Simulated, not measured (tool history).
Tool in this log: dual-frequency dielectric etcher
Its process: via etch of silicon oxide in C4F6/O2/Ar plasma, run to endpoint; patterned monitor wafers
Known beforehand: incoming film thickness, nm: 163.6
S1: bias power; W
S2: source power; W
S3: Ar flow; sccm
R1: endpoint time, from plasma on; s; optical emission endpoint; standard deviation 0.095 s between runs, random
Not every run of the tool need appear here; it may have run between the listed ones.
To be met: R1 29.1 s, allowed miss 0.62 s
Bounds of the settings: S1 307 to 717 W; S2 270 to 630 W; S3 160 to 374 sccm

run  hour   S1   S2   S3      R1
  1     0  512  450  267  34.499
  2     2  512  450  249  34.085
  3   3.9  512  450  286  34.603
  4     8  512  380  286  37.273
  5  16.2  548  400  283  35.271
  6  24.3  548  400  250  34.719
  7  29.9  578  410  248  33.729
  8  33.7  602  420  246  32.639
  9  34.7  622  430  245  31.948

5 candidate next runs follow, results not yet known. Just one meets every target within its allowed miss. Identify it.
  A  35.7  571  360  232   ?
  B  35.7  693  530  240   ?
  C  35.7  699  470  245   ?
  D  35.7  603  350  282   ?
  E  35.7  717  560  284   ?

move      R1
   A  35.513
   B  27.785
   C  29.179
   D  35.875
   E  27.257
A: its largest miss is bigger than the last run's
B: takes the result that was furthest off past its target
C: hits every target within its allowed miss
D: its largest miss is bigger than the last run's
E: takes the result that was furthest off past its target
Answer: C
